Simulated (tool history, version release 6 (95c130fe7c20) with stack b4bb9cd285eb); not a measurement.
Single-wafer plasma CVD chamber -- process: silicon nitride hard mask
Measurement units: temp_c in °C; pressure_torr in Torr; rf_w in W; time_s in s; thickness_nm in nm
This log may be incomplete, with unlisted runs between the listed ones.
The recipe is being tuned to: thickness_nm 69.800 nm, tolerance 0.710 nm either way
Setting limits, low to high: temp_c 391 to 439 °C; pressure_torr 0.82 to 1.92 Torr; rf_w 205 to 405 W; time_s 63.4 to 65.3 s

{"run": 1, "hour": 0.0, "temp_c": 415, "pressure_torr": 1.37, "rf_w": 305, "time_s": 63.4, "thickness_nm": 73.68}
{"run": 2, "hour": 8.0, "temp_c": 422, "pressure_torr": 1.37, "rf_w": 305, "time_s": 63.4, "thickness_nm": 73.602}
{"run": 3, "hour": 11.4, "temp_c": 422, "pressure_torr": 1.32, "rf_w": 305, "time_s": 63.4, "thickness_nm": 73.028}
{"run": 4, "hour": 17.8, "temp_c": 422, "pressure_torr": 1.32, "rf_w": 305, "time_s": 63.4, "thickness_nm": 72.932}
{"run": 5, "hour": 25.8, "temp_c": 422, "pressure_torr": 1.27, "rf_w": 305, "time_s": 63.4, "thickness_nm": 71.615}
{"run": 6, "hour": 27.4, "temp_c": 428, "pressure_torr": 1.27, "rf_w": 305, "time_s": 63.4, "thickness_nm": 71.554}
{"run": 7, "hour": 36.1, "temp_c": 428, "pressure_torr": 1.25, "rf_w": 305, "time_s": 63.4, "thickness_nm": 70.514}
{"run": 8, "hour": 40.7, "temp_c": 429, "pressure_torr": 1.24, "rf_w": 305, "time_s": 63.4, "thickness_nm": 70.648}
{"hour": 49.4, "done": "RF generator calibrated"}
{"run": 9, "hour": 49.4, "temp_c": 429, "pressure_torr": 1.23, "rf_w": 305, "time_s": 63.4, "thickness_nm": 74.031}

Which single option among these 5 for the next run brings every result within its allowed miss of target? Just one does.
{"run": "A", "hour": 58.1, "temp_c": 423, "pressure_torr": 1.25, "rf_w": 285, "time_s": 63.4, "thickness_nm": "?"}
{"run": "B", "hour": 58.1, "temp_c": 435, "pressure_torr": 1.43, "rf_w": 300, "time_s": 65.3, "thickness_nm": "?"}
{"run": "C", "hour": 58.1, "temp_c": 424, "pressure_torr": 1.1, "rf_w": 315, "time_s": 63.4, "thickness_nm": "?"}
{"run": "D", "hour": 58.1, "temp_c": 411, "pressure_torr": 0.92, "rf_w": 335, "time_s": 64.6, "thickness_nm": "?"}
{"run": "E", "hour": 58.1, "temp_c": 433, "pressure_torr": 1.25, "rf_w": 275, "time_s": 63.6, "thickness_nm": "?"}

move=A thickness_nm=69.875
move=B thickness_nm=79.468
move=C thickness_nm=72.962
move=D thickness_nm=72.246
move=E thickness_nm=67.176
A: all results in spec
B: lands further from the targets than the last run did
C: moves toward the targets from the last run without getting all of them in spec
D: moves toward the targets from the last run without getting all of them in spec
E: the result that was furthest off in the last run now lies on the other side of its target
Answer: A
